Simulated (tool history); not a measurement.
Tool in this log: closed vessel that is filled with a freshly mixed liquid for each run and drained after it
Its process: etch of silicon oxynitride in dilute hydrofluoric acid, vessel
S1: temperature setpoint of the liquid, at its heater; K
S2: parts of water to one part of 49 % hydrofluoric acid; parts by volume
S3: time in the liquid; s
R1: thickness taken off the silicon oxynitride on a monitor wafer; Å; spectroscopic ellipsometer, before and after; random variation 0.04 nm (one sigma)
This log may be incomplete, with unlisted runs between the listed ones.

run,hour,S1,S2,S3,R1
1,0,299.15,135,295,64.261
2,3.4,299.15,95,295,93.611
3,10,297.65,95,295,87.129
4,11.3,297.65,95,295,87.11
5,15.8,297.65,120,295,67.527
6,21.3,294.15,120,295,57.067

Expected results for the next run?
7,29.3,298.15,115,295,?

Logged for run 7: R1 72.164 Å.
